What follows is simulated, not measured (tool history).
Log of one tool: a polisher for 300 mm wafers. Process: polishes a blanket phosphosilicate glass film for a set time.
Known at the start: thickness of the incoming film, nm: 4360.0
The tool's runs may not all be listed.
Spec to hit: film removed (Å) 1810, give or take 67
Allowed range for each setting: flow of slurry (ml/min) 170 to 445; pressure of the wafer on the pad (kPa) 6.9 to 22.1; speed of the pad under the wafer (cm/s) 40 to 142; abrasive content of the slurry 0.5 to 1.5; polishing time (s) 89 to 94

run,hour,flow of slurry (ml/min),pressure of the wafer on the pad (kPa),speed of the pad under the wafer (cm/s),abrasive content of the slurry,polishing time (s),film removed (Å)
1,0,285,14.5,90,1,89,3899.2
2,2.5,285,14.5,78,1,89,3407
3,10.1,285,13.1,76,1,89,3070.8
4,17.9,285,13.1,86,1,89,3434.9
5,21.1,285,11.7,82,1,89,2922.9
6,27.4,285,11,80,1,89,2691.2
7,34.5,285,10.3,78,1,89,2521.9
8,37.9,285,9.7,76,1,89,2312.8
9,44.2,285,6.9,72,1,89,1592.4

Pick the move, out of 4, that brings all results within their allowed miss; only one does.
A,50.5,245,8.3,52,0.9,91,?
B,50.5,255,7.6,62,1.35,91,?
C,50.5,285,7.6,62,0.85,89,?
D,50.5,325,6.9,64,0.85,90,?

move,film removed (Å)
A,1389.9
B,1833.4
C,1405.1
D,1345.7
A: further off than the last run
B: every result within its allowed miss
C: further off than the last run
D: further off than the last run
The move that meets every target is B.
